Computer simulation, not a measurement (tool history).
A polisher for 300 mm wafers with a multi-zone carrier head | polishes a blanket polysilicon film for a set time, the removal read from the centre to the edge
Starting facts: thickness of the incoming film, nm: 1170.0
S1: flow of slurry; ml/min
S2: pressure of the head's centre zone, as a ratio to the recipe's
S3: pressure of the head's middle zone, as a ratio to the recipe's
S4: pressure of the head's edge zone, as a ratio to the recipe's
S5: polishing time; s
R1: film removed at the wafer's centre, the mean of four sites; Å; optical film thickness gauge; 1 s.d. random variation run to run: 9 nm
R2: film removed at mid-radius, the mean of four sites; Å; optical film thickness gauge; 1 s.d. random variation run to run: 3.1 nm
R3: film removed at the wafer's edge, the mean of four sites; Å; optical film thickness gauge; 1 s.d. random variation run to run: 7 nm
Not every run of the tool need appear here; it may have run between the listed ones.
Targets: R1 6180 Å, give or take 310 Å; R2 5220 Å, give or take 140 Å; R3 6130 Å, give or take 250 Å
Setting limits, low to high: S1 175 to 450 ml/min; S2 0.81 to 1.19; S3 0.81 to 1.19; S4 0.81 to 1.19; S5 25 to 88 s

run,day,S1,S2,S3,S4,S5,R1,R2,R3
1,0,290,1,1,1,56,3954.9,4284.6,4212.8
2,0.262,290,1.03,0.98,1.03,59,4382.2,4391.8,4475.4
3,0.425,290,1.04,0.97,1.06,62,4674.1,4630.6,4762.5
4,0.488,290,1.04,0.89,1.06,62,4552,4313.2,4708
5,0.521,290,1.12,0.89,1.06,62,4835.1,4269.3,4756.5
6,0.654,290,1.13,0.89,1.08,64,5015.2,4458.5,5135.6
7,0.833,300,1.14,0.89,1.08,66,5137.4,4574.1,5048.6
8,1.15,285,1.15,0.88,1.09,68,5290.2,4665,5348.1
9,1.417,290,1.16,0.87,1.09,70,5508.7,4765,5538.7
10,1.479,295,1.17,0.87,1.09,71,5690.7,4887.3,5649.8
11,1.754,300,1.17,0.87,1.09,72,5676.8,4912.6,5663.1
12,1.979,300,1.17,0.87,1.09,73,5856.8,4971,5749.2
13,2.317,300,1.17,0.87,1.1,74,5799.8,5037.8,5922.2

Next run, 4 choices. One meets every target within its allowed miss, the rest don't. Which?
A,2.654,325,1.19,0.87,1.1,76,?,?,?
B,2.654,255,1.06,0.81,1.19,73,?,?,?
C,2.654,310,1.12,0.91,1.12,71,?,?,?
D,2.654,320,1.19,0.9,0.95,73,?,?,?

move,R1,R2,R3
A,6298.8,5196.3,6115.6
B,5424.5,4610.5,6024.1
C,5602.7,5020.4,5745.7
D,6043.2,5127.9,5460.9
A: hits every target within its allowed miss
B: its largest miss is bigger than the last run's
C: its largest miss is bigger than the last run's
D: puts the biggest miss on target and leaves a different result outside tolerance
The right move is A.
